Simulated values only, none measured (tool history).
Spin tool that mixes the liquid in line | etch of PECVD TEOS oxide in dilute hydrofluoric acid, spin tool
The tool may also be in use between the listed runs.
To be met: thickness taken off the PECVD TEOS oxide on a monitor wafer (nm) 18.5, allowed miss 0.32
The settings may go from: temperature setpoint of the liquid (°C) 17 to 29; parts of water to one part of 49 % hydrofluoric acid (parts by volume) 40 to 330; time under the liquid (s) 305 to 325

run  hour  temperature setpoint of the liquid (°C)  parts of water to one part of 49 % hydrofluoric acid (parts by volume)  time under the liquid (s)  thickness taken off the PECVD TEOS oxide on a monitor wafer (nm)
  1     0                                       21                                                                     185                        305                                                            16.791
  2   8.7                                       22                                                                     185                        305                                                             17.54
  3  15.3                                     22.5                                                                     185                        305                                                            17.708
  4  22.4                                       21                                                                     185                        305                                                            16.776
  5  30.8                                       21                                                                     185                        305                                                            16.871
  6  35.7                                       22                                                                     185                        305                                                             17.35
  7  38.8                                     22.5                                                                     185                        305                                                            17.887
  8  41.8                                       23                                                                     185                        305                                                            18.152

4 next moves are on the table. One of them brings every result within its allowed miss. Which?
  A  44.8                                     21.5                                                                     180                        305                                                                 ?
  B  44.8                                       23                                                                     190                        305                                                                 ?
  C  44.8                                       19                                                                     160                        305                                                                 ?
  D  44.8                                       21                                                                     185                        320                                                                 ?

move  thickness taken off the PECVD TEOS oxide on a monitor wafer (nm)
   A                                                            17.561
   B                                                            17.393
   C                                                            18.349
   D                                                            17.498
A: further off than the last run
B: further off than the last run
C: meets every target
D: further off than the last run
The right move is C.
